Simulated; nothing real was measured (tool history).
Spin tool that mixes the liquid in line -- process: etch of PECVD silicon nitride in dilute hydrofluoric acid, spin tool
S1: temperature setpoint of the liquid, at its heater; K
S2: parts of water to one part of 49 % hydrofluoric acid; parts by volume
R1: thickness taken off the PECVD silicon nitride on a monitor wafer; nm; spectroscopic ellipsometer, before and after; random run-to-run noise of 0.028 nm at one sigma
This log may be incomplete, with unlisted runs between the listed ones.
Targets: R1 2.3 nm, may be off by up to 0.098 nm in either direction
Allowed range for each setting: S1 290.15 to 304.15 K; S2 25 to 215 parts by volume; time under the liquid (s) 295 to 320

run 1 hour=0 | S1=296.15 S2=120 time_under_the_liquid_(s)=295 | R1=4.9129
run 2 hour=6.8 | S1=296.15 S2=145 time_under_the_liquid_(s)=295 | R1=4.0448
run 3 hour=12 | S1=298.15 S2=145 time_under_the_liquid_(s)=295 | R1=4.6331
run 4 hour=17.8 | S1=298.15 S2=110 time_under_the_liquid_(s)=295 | R1=6.045
run 5 hour=23.9 | S1=301.15 S2=110 time_under_the_liquid_(s)=295 | R1=7.2957
run 6 hour=26.2 | S1=299.15 S2=125 time_under_the_liquid_(s)=295 | R1=5.7908
run 7 hour=31.6 | S1=297.15 S2=135 time_under_the_liquid_(s)=295 | R1=4.6397
run 8 hour=33.9 | S1=295.65 S2=140 time_under_the_liquid_(s)=295 | R1=4.1561
run 9 hour=40.1 | S1=294.65 S2=150 time_under_the_liquid_(s)=295 | R1=3.4632
run 10 hour=45.6 | S1=293.65 S2=155 time_under_the_liquid_(s)=295 | R1=3.1611
run 11 hour=53.9 | S1=293.15 S2=160 time_under_the_liquid_(s)=295 | R1=3.0177
run 12 hour=56.1 | S1=292.65 S2=165 time_under_the_liquid_(s)=295 | R1=2.7823
run 13 hour=65 | S1=292.15 S2=165 time_under_the_liquid_(s)=295 | R1=2.6706
run 14 hour=66.4 | S1=291.65 S2=165 time_under_the_liquid_(s)=295 | R1=2.6961
run 15 hour=67.2 | S1=291.15 S2=165 time_under_the_liquid_(s)=295 | R1=2.494

5 next moves are on the table. One of them brings every result within its allowed miss. Which?
run A hour=68 | S1=290.15 S2=150 time_under_the_liquid_(s)=295 | R1=?
run B hour=68 | S1=292.15 S2=210 time_under_the_liquid_(s)=310 | R1=?
run C hour=68 | S1=293.15 S2=180 time_under_the_liquid_(s)=305 | R1=?
run D hour=68 | S1=290.65 S2=165 time_under_the_liquid_(s)=315 | R1=?
run E hour=68 | S1=290.15 S2=160 time_under_the_liquid_(s)=305 | R1=?

move=A R1=2.6158
move=B R1=2.2734
move=C R1=2.7745
move=D R1=2.6365
move=E R1=2.5415
A: its largest miss is bigger than the last run's
B: hits every target within its allowed miss
C: its largest miss is bigger than the last run's
D: its largest miss is bigger than the last run's
E: its largest miss is bigger than the last run's
Correct choice: B, which meets every target
